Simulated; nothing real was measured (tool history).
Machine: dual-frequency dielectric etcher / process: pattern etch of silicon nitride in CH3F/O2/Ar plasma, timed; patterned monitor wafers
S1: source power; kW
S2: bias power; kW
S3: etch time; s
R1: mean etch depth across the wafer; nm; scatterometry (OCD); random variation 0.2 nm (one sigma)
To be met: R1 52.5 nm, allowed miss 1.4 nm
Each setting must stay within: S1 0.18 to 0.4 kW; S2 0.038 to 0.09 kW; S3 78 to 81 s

run,day,S1,S2,S3,R1
1,0,0.29,0.064,78,45.606
2,0.362,0.29,0.064,78,45.611
3,0.542,0.3,0.065,78,46.324
4,0.892,0.27,0.065,78,44.457
5,0.975,0.28,0.066,78,45.485
6,1.338,0.26,0.066,78,44.404
7,1.612,0.27,0.067,78,45.118
8,1.95,0.28,0.068,78,46.107
9,2.2,0.29,0.069,78,47.1
10,2.392,0.3,0.07,78,47.498
11,2.617,0.31,0.071,78,48.078
12,2.942,0.32,0.072,78,49.51
13,3.158,0.34,0.074,78,50.766

Which of these 5 next moves meets every target?
A,3.375,0.35,0.063,81,?
B,3.375,0.33,0.073,78,?
C,3.375,0.34,0.073,80,?
D,3.375,0.38,0.083,80.5,?
E,3.375,0.39,0.077,80.5,?

move,R1
A,50.296
B,49.951
C,51.79
D,56.854
E,55.851
A: lands further from the targets than the last run did
B: lands further from the targets than the last run did
C: hits every target within its allowed miss
D: takes the result that was furthest off past its target
E: takes the result that was furthest off past its target
Go with C: it meets all targets.

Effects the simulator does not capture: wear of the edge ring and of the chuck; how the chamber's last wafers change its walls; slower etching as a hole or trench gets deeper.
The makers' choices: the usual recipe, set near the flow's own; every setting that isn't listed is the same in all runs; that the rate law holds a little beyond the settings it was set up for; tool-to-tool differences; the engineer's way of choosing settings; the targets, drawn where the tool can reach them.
